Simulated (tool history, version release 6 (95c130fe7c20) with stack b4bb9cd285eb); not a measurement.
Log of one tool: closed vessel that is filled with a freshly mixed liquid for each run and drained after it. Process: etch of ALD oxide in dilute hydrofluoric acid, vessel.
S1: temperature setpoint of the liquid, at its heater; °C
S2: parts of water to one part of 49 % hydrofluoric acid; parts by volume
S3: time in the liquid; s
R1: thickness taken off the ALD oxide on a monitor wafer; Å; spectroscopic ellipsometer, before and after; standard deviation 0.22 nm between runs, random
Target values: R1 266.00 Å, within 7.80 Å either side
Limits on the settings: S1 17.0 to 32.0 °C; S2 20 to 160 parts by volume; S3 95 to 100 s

| run | day | S1 | S2 | S3 | R1 |
|---|---|---|---|---|---|
| 1 | 0.000 | 24.0 | 90 | 95 | 213.55 |
| 2 | 0.212 | 25.0 | 90 | 95 | 223.73 |
| 3 | 0.458 | 25.0 | 90 | 95 | 223.13 |
| 4 | 0.638 | 23.0 | 90 | 95 | 205.76 |
| 5 | 0.883 | 23.0 | 90 | 100 | 220.68 |
| 6 | 1.067 | 23.5 | 90 | 100 | 220.15 |
| 7 | 1.346 | 23.5 | 90 | 100 | 218.02 |
| 8 | 1.546 | 24.0 | 90 | 100 | 230.48 |
| 9 | 1.742 | 24.5 | 90 | 100 | 229.05 |
| 10 | 2.017 | 25.0 | 90 | 100 | 238.52 |
| 11 | 2.329 | 25.5 | 90 | 100 | 239.84 |

Which single option among these 5 for the next run brings every result within its allowed miss of target? Just one does.
| A | 2.642 | 26.0 | 80 | 100 | ? |
| B | 2.642 | 25.5 | 75 | 100 | ? |
| C | 2.642 | 25.0 | 80 | 100 | ? |
| D | 2.642 | 25.0 | 95 | 95 | ? |
| E | 2.642 | 26.0 | 85 | 95 | ? |

| move | R1 |
|---|---|
| A | 279.83 |
| B | 294.57 |
| C | 268.94 |
| D | 211.05 |
| E | 248.55 |
A: the result that was furthest off in the last run now lies on the other side of its target
B: the result that was furthest off in the last run now lies on the other side of its target
C: every result within its allowed miss
D: lands further from the targets than the last run did
E: moves toward the targets from the last run without getting all of them in spec
The right move is C.

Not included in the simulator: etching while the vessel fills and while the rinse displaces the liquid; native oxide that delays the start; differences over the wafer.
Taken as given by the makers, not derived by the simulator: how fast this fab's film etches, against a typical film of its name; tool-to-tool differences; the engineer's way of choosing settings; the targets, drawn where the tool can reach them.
